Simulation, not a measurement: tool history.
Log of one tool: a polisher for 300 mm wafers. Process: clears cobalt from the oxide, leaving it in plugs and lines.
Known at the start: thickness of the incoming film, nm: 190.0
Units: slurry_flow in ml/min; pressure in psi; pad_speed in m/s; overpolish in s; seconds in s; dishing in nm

run  hour  slurry_flow  pressure  pad_speed  overpolish  seconds  dishing
  1     0          120       2.3       1.02          23    38.02    44.25
  2   4.7          120       2.6       1.02          22   33.532    44.68
  3    12          120       2.1       1.02          22   40.544   42.064
  4  17.3          125       2.4       1.04          21   34.572   43.433
  5  25.8          130       2.6       1.04          21   31.844   43.677
  6  31.7          135       2.8       1.04          22   30.463   45.551
  7  35.4          135         3       1.06          22   28.954   46.525

The next listed run, before its measurement:
  8    36          145       3.6        1.2          18        ?        ?

{"run 8": {"seconds": 21.7, "dishing": 47.12}}

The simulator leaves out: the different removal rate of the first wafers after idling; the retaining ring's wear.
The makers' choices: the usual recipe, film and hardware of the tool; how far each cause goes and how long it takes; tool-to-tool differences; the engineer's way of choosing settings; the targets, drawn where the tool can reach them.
